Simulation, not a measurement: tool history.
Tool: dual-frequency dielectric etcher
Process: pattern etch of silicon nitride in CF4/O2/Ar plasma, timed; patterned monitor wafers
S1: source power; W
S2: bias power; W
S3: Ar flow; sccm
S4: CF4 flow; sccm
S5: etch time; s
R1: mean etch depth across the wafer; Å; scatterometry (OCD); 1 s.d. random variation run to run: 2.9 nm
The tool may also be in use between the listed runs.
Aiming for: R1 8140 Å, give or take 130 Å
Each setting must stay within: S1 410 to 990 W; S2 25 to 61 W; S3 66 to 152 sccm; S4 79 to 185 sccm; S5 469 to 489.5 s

| run | day | S1 | S2 | S3 | S4 | S5 | R1 |
|---|---|---|---|---|---|---|---|
| 1 | 0 | 700 | 43 | 109 | 132 | 469 | 10889 |
| 2 | 0.088 | 700 | 43 | 109 | 132 | 489.5 | 11405 |
| 3 | 0.25 | 630 | 43 | 109 | 132 | 489.5 | 10496 |
| 4 | 0.621 | 630 | 43 | 128 | 132 | 489.5 | 10304 |
| 5 | 0.696 | 580 | 43 | 128 | 132 | 489.5 | 9679.2 |
| 6 | 1.067 | 630 | 43 | 128 | 132 | 489.5 | 10247 |
| 7 | 1.175 | 580 | 43 | 128 | 132 | 489.5 | 9619.6 |
| 8 | 1.458 | 550 | 43 | 128 | 132 | 489.5 | 9268.4 |
| 9 | 1.812 | 520 | 43 | 128 | 132 | 489.5 | 8856.1 |
| 10 | 2.079 | 500 | 43 | 128 | 132 | 489.5 | 8524.1 |
| 11 | 2.375 | 460 | 43 | 128 | 132 | 489.5 | 7964.6 |

Which of these 4 next moves meets every target?
| A | 2.671 | 460 | 44 | 138 | 134 | 470 | ? |
| B | 2.671 | 420 | 49 | 125 | 125 | 477 | ? |
| C | 2.671 | 460 | 45 | 132 | 125 | 479.5 | ? |
| D | 2.671 | 520 | 38 | 127 | 156 | 469 | ? |

| move | R1 |
|---|---|
| A | 7735.2 |
| B | 7697.9 |
| C | 7908.6 |
| D | 8199.8 |
A: lands further from the targets than the last run did
B: lands further from the targets than the last run did
C: lands further from the targets than the last run did
D: all results land within tolerance of their targets
Move D is the one to make.
